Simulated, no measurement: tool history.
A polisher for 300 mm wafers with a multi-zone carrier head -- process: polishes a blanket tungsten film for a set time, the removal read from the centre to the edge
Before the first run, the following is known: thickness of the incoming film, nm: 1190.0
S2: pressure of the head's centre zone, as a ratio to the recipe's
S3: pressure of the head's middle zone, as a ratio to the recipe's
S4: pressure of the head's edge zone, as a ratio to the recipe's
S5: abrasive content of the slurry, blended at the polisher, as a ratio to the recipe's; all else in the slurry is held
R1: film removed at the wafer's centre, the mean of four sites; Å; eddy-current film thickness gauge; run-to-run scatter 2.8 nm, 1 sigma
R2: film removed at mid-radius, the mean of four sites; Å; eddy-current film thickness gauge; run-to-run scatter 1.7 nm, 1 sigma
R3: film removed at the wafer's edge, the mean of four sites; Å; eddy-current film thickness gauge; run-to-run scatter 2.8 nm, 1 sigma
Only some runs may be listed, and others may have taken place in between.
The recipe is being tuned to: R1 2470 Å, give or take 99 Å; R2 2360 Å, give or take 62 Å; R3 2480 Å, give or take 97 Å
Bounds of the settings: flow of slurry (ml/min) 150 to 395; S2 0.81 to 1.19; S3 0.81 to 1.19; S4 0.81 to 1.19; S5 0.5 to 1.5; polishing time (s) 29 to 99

{"run": 1, "day": 0.0, "flow of slurry (ml/min)": 250, "S2": 1, "S3": 1, "S4": 1, "S5": 1, "polishing time (s)": 64, "R1": 3411.8, "R2": 3365.6, "R3": 3360.7}
{"run": 2, "day": 0.346, "flow of slurry (ml/min)": 250, "S2": 1, "S3": 1, "S4": 1, "S5": 1.1, "polishing time (s)": 64, "R1": 3534.3, "R2": 3421.5, "R3": 3398.7}
{"run": 3, "day": 0.621, "flow of slurry (ml/min)": 245, "S2": 1, "S3": 0.98, "S4": 0.98, "S5": 1, "polishing time (s)": 62, "R1": 3348.4, "R2": 3175.2, "R3": 3223.4}
{"run": 4, "day": 0.858, "flow of slurry (ml/min)": 290, "S2": 1, "S3": 0.98, "S4": 0.98, "S5": 1, "polishing time (s)": 62, "R1": 3265.7, "R2": 3201.6, "R3": 3248.8}
{"run": 5, "day": 1.154, "flow of slurry (ml/min)": 285, "S2": 1, "S3": 0.97, "S4": 0.96, "S5": 0.9, "polishing time (s)": 61, "R1": 3191.8, "R2": 3102.7, "R3": 3080.8}
{"run": 6, "day": 1.396, "flow of slurry (ml/min)": 250, "S2": 1, "S3": 0.97, "S4": 0.96, "S5": 0.9, "polishing time (s)": 61, "R1": 3187.7, "R2": 3004.6, "R3": 3096.5}
{"run": 7, "day": 1.767, "flow of slurry (ml/min)": 260, "S2": 1, "S3": 0.96, "S4": 0.95, "S5": 0.85, "polishing time (s)": 60, "R1": 3074.2, "R2": 2908.5, "R3": 2988.1}
{"run": 8, "day": 1.825, "flow of slurry (ml/min)": 265, "S2": 0.99, "S3": 0.95, "S4": 0.94, "S5": 0.8, "polishing time (s)": 59, "R1": 2962.3, "R2": 2849.9, "R3": 2952.7}
{"run": 9, "day": 2.179, "flow of slurry (ml/min)": 265, "S2": 0.99, "S3": 0.95, "S4": 0.93, "S5": 0.75, "polishing time (s)": 58, "R1": 2864.9, "R2": 2707.7, "R3": 2726.1}
{"run": 10, "day": 2.292, "flow of slurry (ml/min)": 260, "S2": 0.97, "S3": 0.94, "S4": 0.92, "S5": 0.75, "polishing time (s)": 58, "R1": 2788.9, "R2": 2665.4, "R3": 2771.2}
{"run": 11, "day": 2.446, "flow of slurry (ml/min)": 260, "S2": 0.97, "S3": 0.94, "S4": 0.92, "S5": 0.75, "polishing time (s)": 58, "R1": 2787.9, "R2": 2685.5, "R3": 2751.1}
{"run": 12, "day": 2.704, "flow of slurry (ml/min)": 255, "S2": 0.96, "S3": 0.93, "S4": 0.9, "S5": 0.75, "polishing time (s)": 58, "R1": 2732.2, "R2": 2653, "R3": 2774.3}
{"run": 13, "day": 2.971, "flow of slurry (ml/min)": 255, "S2": 0.96, "S3": 0.93, "S4": 0.9, "S5": 0.7, "polishing time (s)": 58, "R1": 2688.2, "R2": 2615.6, "R3": 2680.9}
{"run": 14, "day": 3.275, "flow of slurry (ml/min)": 250, "S2": 0.96, "S3": 0.92, "S4": 0.89, "S5": 0.7, "polishing time (s)": 58, "R1": 2653, "R2": 2541.2, "R3": 2699.2}
{"run": 15, "day": 3.608, "flow of slurry (ml/min)": 245, "S2": 0.96, "S3": 0.92, "S4": 0.88, "S5": 0.65, "polishing time (s)": 58, "R1": 2671.3, "R2": 2521.9, "R3": 2646.8}
{"run": 16, "day": 3.633, "flow of slurry (ml/min)": 240, "S2": 0.96, "S3": 0.92, "S4": 0.87, "S5": 0.65, "polishing time (s)": 58, "R1": 2626.3, "R2": 2492.5, "R3": 2578.8}
{"run": 17, "day": 3.925, "flow of slurry (ml/min)": 235, "S2": 0.96, "S3": 0.92, "S4": 0.87, "S5": 0.65, "polishing time (s)": 58, "R1": 2587.2, "R2": 2516.1, "R3": 2571}
{"run": 18, "day": 4.029, "flow of slurry (ml/min)": 230, "S2": 0.96, "S3": 0.91, "S4": 0.87, "S5": 0.65, "polishing time (s)": 58, "R1": 2660.8, "R2": 2470.7, "R3": 2669.1}

Which of these 5 next moves meets every target?
{"run": "A", "day": 4.133, "flow of slurry (ml/min)": 230, "S2": 0.98, "S3": 0.88, "S4": 0.91, "S5": 0.65, "polishing time (s)": 58, "R1": "?", "R2": "?", "R3": "?"}
{"run": "B", "day": 4.133, "flow of slurry (ml/min)": 155, "S2": 0.95, "S3": 0.96, "S4": 0.87, "S5": 0.55, "polishing time (s)": 59, "R1": "?", "R2": "?", "R3": "?"}
{"run": "C", "day": 4.133, "flow of slurry (ml/min)": 265, "S2": 0.85, "S3": 0.92, "S4": 0.84, "S5": 0.8, "polishing time (s)": 57, "R1": "?", "R2": "?", "R3": "?"}
{"run": "D", "day": 4.133, "flow of slurry (ml/min)": 265, "S2": 0.93, "S3": 0.96, "S4": 0.85, "S5": 0.75, "polishing time (s)": 53, "R1": "?", "R2": "?", "R3": "?"}
{"run": "E", "day": 4.133, "flow of slurry (ml/min)": 185, "S2": 0.96, "S3": 0.92, "S4": 0.88, "S5": 0.7, "polishing time (s)": 54, "R1": "?", "R2": "?", "R3": "?"}

move=A R1=2691.4 R2=2409.3 R3=2614.5
move=B R1=2461.1 R2=2450.8 R3=2460.1
move=C R1=2447 R2=2622 R3=2677.8
move=D R1=2450.4 R2=2483 R3=2454
move=E R1=2460 R2=2336.5 R3=2430.7
A: lands further from the targets than the last run did
B: brings the result that was furthest off to its target, and leaves another outside
C: lands further from the targets than the last run did
D: brings the result that was furthest off to its target, and leaves another outside
E: all results land within tolerance of their targets
Go with E: it meets all targets.
